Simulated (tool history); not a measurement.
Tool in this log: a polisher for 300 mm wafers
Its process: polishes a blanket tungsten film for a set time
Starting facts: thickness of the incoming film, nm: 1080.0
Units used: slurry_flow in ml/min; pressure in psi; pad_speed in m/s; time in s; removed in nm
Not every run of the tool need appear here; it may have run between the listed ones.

run	day	slurry_flow	pressure	pad_speed	slurry_solids	time	removed
1	0	125	3.6	1.3	1	29	194.76
2	0.083	125	4	1.3	1	29	207.88
3	0.125	125	4.4	1.3	1	29	217.06
4	0.496	120	4	1.28	1	29	202.84
5	0.612	120	3.7	1.28	1	29	196.1
6	0.696	120	3.7	1.28	1.2	29	196.96
7	1.004	120	3.4	1.28	1.2	29	189.05
8	1.208	120	3.2	1.28	1.2	29	184.09

Expected results for the next run?
9	1.533	120	3	1.28	1.2	29	?

{"run 9": {"removed": 175.12}}
